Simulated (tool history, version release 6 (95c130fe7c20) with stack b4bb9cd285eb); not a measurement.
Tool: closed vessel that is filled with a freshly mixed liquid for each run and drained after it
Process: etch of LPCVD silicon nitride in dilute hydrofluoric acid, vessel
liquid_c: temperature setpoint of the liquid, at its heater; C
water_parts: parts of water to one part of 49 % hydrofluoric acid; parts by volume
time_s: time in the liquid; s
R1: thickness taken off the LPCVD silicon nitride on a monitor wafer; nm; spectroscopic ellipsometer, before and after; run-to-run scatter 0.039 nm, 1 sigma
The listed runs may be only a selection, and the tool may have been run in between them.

Run 1, hour 0.0: liquid_c 21.0 C, water_parts 130 parts by volume, time_s 2580 s. Result: R1 7.6467 nm.
Run 2, hour 8.7: liquid_c 22.0 C, water_parts 130 parts by volume, time_s 2580 s. Result: R1 8.0744 nm.
Run 3, hour 9.6: liquid_c 22.0 C, water_parts 100 parts by volume, time_s 2580 s. Result: R1 10.3190 nm.
Run 4, hour 14.1: liquid_c 21.0 C, water_parts 110 parts by volume, time_s 2580 s. Result: R1 8.9813 nm.
Run 5, hour 18.9: liquid_c 20.5 C, water_parts 120 parts by volume, time_s 2580 s. Result: R1 7.8830 nm.
Run 6, hour 20.6: liquid_c 20.5 C, water_parts 120 parts by volume, time_s 2785 s. Result: R1 8.5868 nm.
Run 7, hour 21.8: liquid_c 20.0 C, water_parts 125 parts by volume, time_s 2785 s. Result: R1 8.0708 nm.

Run 8 has not been measured yet. What should we expect?
Run 8, hour 23.1: liquid_c 19.5 C, water_parts 130 parts by volume, time_s 2785 s. Result: R1 ?.

Run 8 measured R1 7.4268 nm.
